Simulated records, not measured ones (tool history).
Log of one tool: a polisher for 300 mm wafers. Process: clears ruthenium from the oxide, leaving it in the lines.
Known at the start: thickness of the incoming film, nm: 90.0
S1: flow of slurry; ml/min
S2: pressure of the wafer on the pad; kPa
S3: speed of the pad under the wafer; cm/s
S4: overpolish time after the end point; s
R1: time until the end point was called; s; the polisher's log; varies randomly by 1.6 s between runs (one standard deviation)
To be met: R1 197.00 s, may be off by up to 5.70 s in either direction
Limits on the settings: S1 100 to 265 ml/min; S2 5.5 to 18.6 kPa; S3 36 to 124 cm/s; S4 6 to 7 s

{"run": 1, "hour": 0.0, "S1": 170, "S2": 11.7, "S3": 80, "S4": 7, "R1": 142.22}
{"run": 2, "hour": 5.5, "S1": 205, "S2": 11.7, "S3": 80, "S4": 7, "R1": 138.09}
{"run": 3, "hour": 11.4, "S1": 200, "S2": 11.0, "S3": 80, "S4": 7, "R1": 146.33}
{"run": 4, "hour": 19.0, "S1": 195, "S2": 10.3, "S3": 80, "S4": 7, "R1": 152.96}
{"run": 5, "hour": 26.5, "S1": 195, "S2": 12.4, "S3": 80, "S4": 7, "R1": 128.77}
{"run": 6, "hour": 27.1, "S1": 195, "S2": 12.4, "S3": 80, "S4": 6, "R1": 130.68}
{"run": 7, "hour": 31.0, "S1": 190, "S2": 11.0, "S3": 80, "S4": 6, "R1": 144.18}
{"run": 8, "hour": 39.9, "S1": 185, "S2": 10.3, "S3": 80, "S4": 6, "R1": 154.62}
{"run": 9, "hour": 44.3, "S1": 180, "S2": 9.7, "S3": 80, "S4": 6, "R1": 169.41}
{"run": 10, "hour": 48.3, "S1": 170, "S2": 9.7, "S3": 80, "S4": 6, "R1": 169.83}
{"run": 11, "hour": 55.9, "S1": 160, "S2": 9.7, "S3": 80, "S4": 6, "R1": 170.73}
{"run": 12, "hour": 59.2, "S1": 145, "S2": 7.6, "S3": 80, "S4": 6, "R1": 222.67}
{"run": 13, "hour": 61.0, "S1": 155, "S2": 7.6, "S3": 80, "S4": 6, "R1": 217.73}
{"run": 14, "hour": 62.6, "S1": 205, "S2": 8.3, "S3": 80, "S4": 6, "R1": 191.27}

4 candidate next runs follow, results not yet known. Just one meets every target within its allowed miss. Identify it.
{"run": "A", "hour": 64.2, "S1": 235, "S2": 8.3, "S3": 84, "S4": 6, "R1": "?"}
{"run": "B", "hour": 64.2, "S1": 185, "S2": 8.3, "S3": 90, "S4": 6, "R1": "?"}
{"run": "C", "hour": 64.2, "S1": 190, "S2": 7.6, "S3": 88, "S4": 7, "R1": "?"}
{"run": "D", "hour": 64.2, "S1": 235, "S2": 10.3, "S3": 62, "S4": 6, "R1": "?"}

move=A R1=182.35
move=B R1=180.10
move=C R1=197.83
move=D R1=176.81
A: misses by more than the last run did
B: misses by more than the last run did
C: all results land within tolerance of their targets
D: misses by more than the last run did
C meets every target.
